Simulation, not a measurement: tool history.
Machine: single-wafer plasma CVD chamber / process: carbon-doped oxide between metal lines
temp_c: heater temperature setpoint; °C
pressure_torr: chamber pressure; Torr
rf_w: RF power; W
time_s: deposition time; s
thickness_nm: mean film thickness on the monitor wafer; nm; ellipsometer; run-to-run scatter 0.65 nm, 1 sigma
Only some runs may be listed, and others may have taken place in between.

{"run": 1, "hour": 0.0, "temp_c": 370, "pressure_torr": 5.68, "rf_w": 670, "time_s": 16.2, "thickness_nm": 99.969}
{"run": 2, "hour": 8.2, "temp_c": 369, "pressure_torr": 5.87, "rf_w": 695, "time_s": 16.2, "thickness_nm": 101.87}
{"run": 3, "hour": 11.3, "temp_c": 369, "pressure_torr": 5.17, "rf_w": 695, "time_s": 16.2, "thickness_nm": 98.965}
{"run": 4, "hour": 18.6, "temp_c": 377, "pressure_torr": 5.17, "rf_w": 695, "time_s": 16.2, "thickness_nm": 97.537}
{"run": 5, "hour": 22.6, "temp_c": 376, "pressure_torr": 5.65, "rf_w": 715, "time_s": 16.2, "thickness_nm": 101.61}
{"run": 6, "hour": 28.9, "temp_c": 376, "pressure_torr": 5.65, "rf_w": 680, "time_s": 16.2, "thickness_nm": 97.632}
{"run": 7, "hour": 32.9, "temp_c": 373, "pressure_torr": 6.05, "rf_w": 695, "time_s": 16.2, "thickness_nm": 99.927}
{"hour": 40.6, "done": "RF generator calibrated"}
{"run": 8, "hour": 40.6, "temp_c": 371, "pressure_torr": 6.12, "rf_w": 720, "time_s": 16.2, "thickness_nm": 107.34}
{"run": 9, "hour": 45.7, "temp_c": 369, "pressure_torr": 6.22, "rf_w": 720, "time_s": 16.2, "thickness_nm": 106.79}

What does the tool deliver on the next run?
{"run": 10, "hour": 52.0, "temp_c": 367, "pressure_torr": 6.37, "rf_w": 725, "time_s": 16.2, "thickness_nm": "?"}

thickness_nm: 108.54 nm

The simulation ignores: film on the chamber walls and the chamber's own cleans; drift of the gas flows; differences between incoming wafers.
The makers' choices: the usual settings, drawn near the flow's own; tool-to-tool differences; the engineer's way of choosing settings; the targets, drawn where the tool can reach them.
